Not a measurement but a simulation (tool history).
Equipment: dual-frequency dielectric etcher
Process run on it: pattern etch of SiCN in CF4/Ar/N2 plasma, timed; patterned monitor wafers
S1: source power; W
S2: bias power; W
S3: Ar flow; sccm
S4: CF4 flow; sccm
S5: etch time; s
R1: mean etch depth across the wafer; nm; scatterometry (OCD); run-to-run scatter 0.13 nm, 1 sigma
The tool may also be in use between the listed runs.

run 1 hour=0 | S1=320 S2=63 S3=117 S4=49 S5=52.5 | R1=31.791
run 2 hour=5.1 | S1=300 S2=63 S3=117 S4=49 S5=52.5 | R1=30.246
run 3 hour=12.7 | S1=280 S2=63 S3=117 S4=49 S5=52.5 | R1=28.479
run 4 hour=20.8 | S1=270 S2=63 S3=117 S4=49 S5=52.5 | R1=27.548
run 5 hour=26.2 | S1=260 S2=63 S3=117 S4=49 S5=52.5 | R1=26.357
run 6 hour=27.3 | S1=260 S2=74 S3=117 S4=49 S5=52.5 | R1=28.143
run 7 hour=35.2 | S1=250 S2=74 S3=117 S4=49 S5=52.5 | R1=26.481
run 8 hour=37.1 | S1=240 S2=74 S3=117 S4=49 S5=52.5 | R1=25.766

Run 9, settings as shown, results not yet in. Your forecast:
run 9 hour=41.8 | S1=230 S2=74 S3=117 S4=49 S5=52.5 | R1=?

{"run 9": {"R1": 24.775}}
